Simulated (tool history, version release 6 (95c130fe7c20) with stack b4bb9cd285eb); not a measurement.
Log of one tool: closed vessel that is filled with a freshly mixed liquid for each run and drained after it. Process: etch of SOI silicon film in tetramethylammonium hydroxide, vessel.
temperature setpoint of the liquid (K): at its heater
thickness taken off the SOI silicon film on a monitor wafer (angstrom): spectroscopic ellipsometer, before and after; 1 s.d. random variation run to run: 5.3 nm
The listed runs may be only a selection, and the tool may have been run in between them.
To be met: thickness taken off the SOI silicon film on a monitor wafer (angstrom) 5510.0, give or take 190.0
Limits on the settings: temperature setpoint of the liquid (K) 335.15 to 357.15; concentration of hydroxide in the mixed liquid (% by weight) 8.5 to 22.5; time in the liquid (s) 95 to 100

run,hour,temperature setpoint of the liquid (K),concentration of hydroxide in the mixed liquid (% by weight),time in the liquid (s),thickness taken off the SOI silicon film on a monitor wafer (angstrom)
1,0.0,348.15,15.5,95,7389.5
2,2.5,347.15,15.5,95,6832.7
3,11.6,347.15,13.0,95,7534.2
4,18.2,347.15,13.0,95,7436.6
5,21.0,346.15,13.0,95,6967.9
6,29.1,346.15,13.0,95,7178.1
7,37.0,340.65,13.5,95,4956.7
8,43.6,341.15,13.5,95,5213.5

Pick the move, out of 4, that brings all results within their allowed miss; only one does.
A,50.2,342.65,16.0,100,?
B,50.2,343.65,16.5,100,?
C,50.2,342.15,13.5,100,?
D,50.2,344.15,15.0,95,?

move,thickness taken off the SOI silicon film on a monitor wafer (angstrom)
A,5539.1
B,5810.8
C,5804.3
D,5869.4
A: hits every target within its allowed miss
B: takes the result that was furthest off past its target
C: takes the result that was furthest off past its target
D: takes the result that was furthest off past its target
The right move is A.
